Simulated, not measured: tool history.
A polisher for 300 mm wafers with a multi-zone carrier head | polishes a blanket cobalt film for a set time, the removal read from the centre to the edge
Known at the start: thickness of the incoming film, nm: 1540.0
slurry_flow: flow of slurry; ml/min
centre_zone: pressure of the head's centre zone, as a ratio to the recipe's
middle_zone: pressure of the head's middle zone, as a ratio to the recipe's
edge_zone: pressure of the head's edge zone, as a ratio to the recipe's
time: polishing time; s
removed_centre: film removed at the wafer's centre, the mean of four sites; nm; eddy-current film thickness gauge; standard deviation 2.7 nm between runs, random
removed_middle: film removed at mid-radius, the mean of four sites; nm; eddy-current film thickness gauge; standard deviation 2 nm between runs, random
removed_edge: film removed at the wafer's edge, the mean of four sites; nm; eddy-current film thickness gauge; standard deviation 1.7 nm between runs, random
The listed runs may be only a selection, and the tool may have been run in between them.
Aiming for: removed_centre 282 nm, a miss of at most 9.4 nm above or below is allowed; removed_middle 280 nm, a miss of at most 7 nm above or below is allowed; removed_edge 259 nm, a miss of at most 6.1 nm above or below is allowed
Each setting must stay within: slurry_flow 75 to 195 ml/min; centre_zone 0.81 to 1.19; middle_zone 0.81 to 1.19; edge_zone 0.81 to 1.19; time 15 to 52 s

run,hour,slurry_flow,centre_zone,middle_zone,edge_zone,time,removed_centre,removed_middle,removed_edge
1,0,125,1,1,1,33,175.33,172.59,167.79
2,1.4,135,1.01,1.02,1.02,35,188.76,188.6,185.18
3,10.1,135,1.01,1.02,1.02,30,162.48,161.46,155.75
4,17,145,1.03,1.04,1.03,32,179.97,175.81,169.2
5,22.6,165,1.03,1.04,1.03,32,186.12,182.83,171.83
6,23.4,165,1.1,1.04,1.03,32,196.27,183.48,174.6
7,31,170,1.11,1.06,1.05,34,214.53,197.63,186.27
8,33.9,170,1.1,1.07,1.06,36,224.84,209.01,199.53
9,41,175,1.09,1.09,1.07,37,228.7,220.83,205.23
# hour 50: edge zone pressure recalibrated
10,50,175,1.09,1.1,1.08,38,234.48,229.85,223.31
11,56.3,180,1.1,1.11,1.08,39,244.03,235.51,227.73
12,59.4,180,1.1,1.11,1.08,39,247.33,238.12,225.47
13,61,180,1.1,1.12,1.08,40,253.25,244.77,231.88
14,62.3,180,1.1,1.13,1.08,40,249.52,247.37,234.2
15,69.6,180,1.11,1.14,1.08,40,258.92,245.77,232.76
16,71,180,1.11,1.15,1.08,40,258.11,248.39,230.3
17,78.8,180,1.11,1.16,1.08,40,254.39,251.33,231.91
18,86,180,1.11,1.16,1.08,40,255.64,250.26,228.87
19,87.4,180,1.11,1.16,1.09,40,255.17,253.41,232.47
20,93.4,180,1.12,1.16,1.1,40,256.6,254.62,236.47
21,98.3,180,1.13,1.16,1.11,40,258.14,251.45,236.71
22,103.6,195,1.13,1.19,1.14,42,271.29,267.79,251.33

Exercise: of the 4 proposed moves below, exactly one satisfies all targets within the stated allowed misses. Which move is it?
A,108.9,195,1.14,1.19,1.12,39,?,?,?
B,108.9,195,1.18,1.19,1.14,40,?,?,?
C,108.9,160,1.1,1.15,1.05,46,?,?,?
D,108.9,190,1.15,1.03,1.19,44,?,?,?

move,removed_centre,removed_middle,removed_edge
A,258.43,252.41,232.85
B,274.42,258.82,240.99
C,283.39,280.64,259.71
D,292.56,253.64,270.81
A: lands further from the targets than the last run did
B: lands further from the targets than the last run did
C: meets every target
D: lands further from the targets than the last run did
Correct choice: C, which meets every target
